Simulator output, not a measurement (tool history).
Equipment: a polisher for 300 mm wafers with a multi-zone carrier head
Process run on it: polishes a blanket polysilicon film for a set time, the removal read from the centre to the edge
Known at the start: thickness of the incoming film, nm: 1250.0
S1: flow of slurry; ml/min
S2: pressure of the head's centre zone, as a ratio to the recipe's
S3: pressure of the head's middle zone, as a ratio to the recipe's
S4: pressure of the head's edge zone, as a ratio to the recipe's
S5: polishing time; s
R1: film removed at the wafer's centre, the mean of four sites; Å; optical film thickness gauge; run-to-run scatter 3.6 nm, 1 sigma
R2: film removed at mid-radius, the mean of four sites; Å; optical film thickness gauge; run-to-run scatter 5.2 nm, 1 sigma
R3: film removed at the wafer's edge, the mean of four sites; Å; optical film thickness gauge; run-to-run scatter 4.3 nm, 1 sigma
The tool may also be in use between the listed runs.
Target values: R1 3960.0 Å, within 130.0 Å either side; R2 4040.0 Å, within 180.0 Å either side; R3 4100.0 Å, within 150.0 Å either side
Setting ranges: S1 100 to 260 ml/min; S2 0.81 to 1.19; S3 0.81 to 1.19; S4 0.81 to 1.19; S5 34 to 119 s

run,hour,S1,S2,S3,S4,S5,R1,R2,R3
1,0.0,165,1.00,1.00,1.00,76,3412.4,3361.5,3469.3
2,1.8,170,1.00,1.01,1.02,77,3491.1,3513.5,3487.8
3,2.8,170,1.00,1.01,1.03,78,3495.3,3550.9,3640.7
4,8.2,170,1.00,1.01,1.03,60,2754.9,2684.2,2741.2
5,11.5,170,1.00,1.01,1.04,63,2844.4,2846.9,2924.9
6,20.3,170,1.01,1.02,1.05,66,3052.4,2993.4,3102.4
7,24.5,170,1.01,1.02,1.05,66,3016.0,2930.2,3071.8
8,33.3,175,1.01,1.03,1.06,68,3076.9,3224.4,3164.2
9,34.3,175,1.02,1.03,1.07,70,3311.3,3167.2,3303.3
10,38.1,175,1.02,1.03,1.07,70,3272.9,3185.0,3310.2

4 candidate next runs follow, results not yet known. Just one meets every target within its allowed miss. Identify it.
A,41.9,145,0.92,0.95,1.19,89,?,?,?
B,41.9,130,1.02,1.07,1.06,91,?,?,?
C,41.9,115,0.99,0.87,1.19,96,?,?,?
D,41.9,170,0.86,0.93,1.12,95,?,?,?

move,R1,R2,R3
A,3585.7,3630.5,4339.5
B,3964.7,4008.5,4106.8
C,3918.2,3450.9,4514.6
D,3697.6,3923.6,4587.7
A: closes in on the targets versus the last run, not all within tolerance yet
B: all results land within tolerance of their targets
C: the worst result of the last run now meets its target, but another is out of spec
D: closes in on the targets versus the last run, not all within tolerance yet
Answer: B
